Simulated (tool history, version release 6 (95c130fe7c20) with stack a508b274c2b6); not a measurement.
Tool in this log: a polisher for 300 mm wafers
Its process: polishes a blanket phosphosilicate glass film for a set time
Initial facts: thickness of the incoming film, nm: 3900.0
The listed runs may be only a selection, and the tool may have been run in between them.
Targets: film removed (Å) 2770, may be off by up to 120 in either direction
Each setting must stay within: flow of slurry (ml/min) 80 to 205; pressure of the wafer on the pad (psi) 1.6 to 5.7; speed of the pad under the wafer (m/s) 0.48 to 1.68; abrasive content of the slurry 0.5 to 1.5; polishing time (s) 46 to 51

run  hour  flow of slurry (ml/min)  pressure of the wafer on the pad (psi)  speed of the pad under the wafer (m/s)  abrasive content of the slurry  polishing time (s)  film removed (Å)
  1     0                      135                                     3.6                                    1.08                               1                  51            5857.5
  2   5.9                      135                                     3.4                                    1.06                               1                  51            5455.1
  3  13.9                      135                                     3.2                                    1.04                               1                  51            5008.3
  4  21.9                      135                                     3.2                                    1.04                             1.1                  51            5234.9
  5  27.1                      135                                       3                                    1.02                             1.1                  51              4753
  6  32.2                      135                                     2.9                                    1.02                             1.1                  51            4734.2
  7    38                      135                                     2.9                                    1.02                             1.1                  51            4713.1
  8  43.3                      135                                     2.8                                       1                             1.1                  51            4572.9
  9  51.6                      135                                     2.7                                    0.98                             1.1                  51            4248.8
 10  54.3                      135                                     2.6                                    0.98                             1.1                  51            4045.5
 11  56.1                      135                                     2.5                                    0.98                             1.1                  51            4006.5
 12  61.8                      125                                     1.6                                     0.8                             1.1                  51            2150.6
 13  70.3                      130                                     1.6                                     0.8                             1.1                  51            2194.6
 14    77                      135                                     1.6                                     0.8                             1.1                  51            2147.6
 15  84.1                      135                                     1.7                                     0.8                             1.1                  51            2295.2
 16  91.9                      150                                     1.9                                     0.8                             1.1                  51            2656.4
 17  97.6                      155                                     1.9                                     0.8                             1.1                  51              2621

Consider the 4 candidate settings below. Which is the only one whose results all fall within their allowed miss of target?
  A  103.3                      150                                     1.6                                    0.88                            1.05                  51                 ?
  B  103.3                      140                                     1.7                                    0.92                             1.2                  47                 ?
  C  103.3                      155                                       2                                     0.7                             1.2                  46                 ?
  D  103.3                      180                                     1.9                                    0.84                             1.2                  48                 ?

move  film removed (Å)
   A            2406.4
   B              2514
   C            2343.9
   D            2756.6
A: misses by more than the last run did
B: misses by more than the last run did
C: misses by more than the last run did
D: in spec on every target
Go with D: it meets all targets.

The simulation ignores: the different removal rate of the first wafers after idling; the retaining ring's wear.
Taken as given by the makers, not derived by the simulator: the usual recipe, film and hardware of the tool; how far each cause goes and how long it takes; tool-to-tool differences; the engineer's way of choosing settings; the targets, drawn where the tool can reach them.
